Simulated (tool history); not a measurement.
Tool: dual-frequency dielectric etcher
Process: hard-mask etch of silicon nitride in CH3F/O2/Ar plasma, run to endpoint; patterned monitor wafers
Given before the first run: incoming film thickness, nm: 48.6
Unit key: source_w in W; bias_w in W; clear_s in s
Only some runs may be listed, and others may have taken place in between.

Run 1, hour 0: source_w 290 W, bias_w 79 W. Result: clear_s 76.8 s.
Run 2, hour 1.9: source_w 250 W, bias_w 79 W. Result: clear_s 81.022 s.
Run 3, hour 7.3: source_w 260 W, bias_w 80 W. Result: clear_s 79.424 s.
Run 4, hour 11: source_w 270 W, bias_w 81 W. Result: clear_s 78.292 s.
At hour 17.9: bias power generator calibrated.
Run 5, hour 17.9: source_w 230 W, bias_w 81 W. Result: clear_s 84.962 s.
Run 6, hour 26.3: source_w 230 W, bias_w 75 W. Result: clear_s 87.154 s.
Run 7, hour 32.8: source_w 250 W, bias_w 76 W. Result: clear_s 83.816 s.

Predict the results of run 8:
Run 8, hour 37.2: source_w 260 W, bias_w 76 W. Result: clear_s ?.

{"run 8": {"clear_s": 81.47}}

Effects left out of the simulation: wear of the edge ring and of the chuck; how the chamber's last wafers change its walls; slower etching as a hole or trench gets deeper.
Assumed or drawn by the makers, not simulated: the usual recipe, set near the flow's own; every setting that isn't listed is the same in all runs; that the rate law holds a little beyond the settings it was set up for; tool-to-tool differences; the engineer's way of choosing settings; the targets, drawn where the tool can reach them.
